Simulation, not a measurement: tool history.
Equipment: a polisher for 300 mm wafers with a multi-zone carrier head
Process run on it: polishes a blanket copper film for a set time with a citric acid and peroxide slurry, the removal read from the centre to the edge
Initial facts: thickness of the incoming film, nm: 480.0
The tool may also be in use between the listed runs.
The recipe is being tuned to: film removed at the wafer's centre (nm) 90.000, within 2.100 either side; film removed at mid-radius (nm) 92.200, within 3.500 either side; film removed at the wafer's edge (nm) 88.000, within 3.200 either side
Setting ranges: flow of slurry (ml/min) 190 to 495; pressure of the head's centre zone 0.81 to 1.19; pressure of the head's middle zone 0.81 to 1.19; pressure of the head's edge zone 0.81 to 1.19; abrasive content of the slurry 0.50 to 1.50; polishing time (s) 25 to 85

run  hour  flow of slurry (ml/min)  pressure of the head's centre zone  pressure of the head's middle zone  pressure of the head's edge zone  abrasive content of the slurry  polishing time (s)  film removed at the wafer's centre (nm)  film removed at mid-radius (nm)  film removed at the wafer's edge (nm)
  1   0.0                      320                                1.00                                1.00                              1.00                            1.00                  55                                  109.920                          110.120                                111.070
  2   5.4                      320                                0.99                                0.99                              0.96                            0.85                  54                                  104.560                          103.510                                101.980
  3  13.2                      320                                0.92                                0.99                              0.96                            0.85                  54                                   95.987                          100.910                                101.610
  4  21.2                      315                                0.91                                0.98                              0.92                            0.80                  54                                   92.857                          101.810                                101.580
  5  29.8                      315                                0.91                                0.98                              0.92                            0.70                  54                                   90.317                           97.409                                 97.195
  6  36.4                      315                                0.91                                0.98                              0.92                            0.70                  60                                  100.570                          109.040                                107.970
  7  41.3                      325                                0.93                                0.98                              0.91                            0.65                  58                                   98.459                          102.880                                104.560
  8  47.4                      305                                0.95                                0.99                              0.89                            0.60                  57                                   96.318                          101.010                                 97.450
  9  53.4                      245                                0.93                                0.91                              0.81                            0.50                  57                                   88.792                           87.636                                 87.830

Next run, 5 choices. One meets every target within its allowed miss, the rest don't. Which?
  A  59.4                      235                                1.01                                1.07                              0.81                            0.55                  56                                        ?                                ?                                      ?
  B  59.4                      225                                0.91                                0.89                              0.87                            0.65                  54                                        ?                                ?                                      ?
  C  59.4                      255                                0.94                                0.95                              0.81                            0.65                  54                                        ?                                ?                                      ?
  D  59.4                      330                                0.90                                0.93                              0.81                            0.55                  54                                        ?                                ?                                      ?
  E  59.4                      225                                0.94                                0.89                              0.82                            0.55                  60                                        ?                                ?                                      ?

move  film removed at the wafer's centre (nm)  film removed at mid-radius (nm)  film removed at the wafer's edge (nm)
   A                                   94.952                          100.660                                 88.798
   B                                   84.878                           85.482                                 91.183
   C                                   89.146                           91.656                                 89.299
   D                                   85.124                           89.467                                 88.179
   E                                   94.169                           91.893                                 95.481
A: takes the biggest miss from the last run beyond its target
B: misses by more than the last run did
C: every result lands within tolerance
D: corrects the largest miss of the last run, while another result sits out of spec
E: corrects the largest miss of the last run, while another result sits out of spec
Answer: C
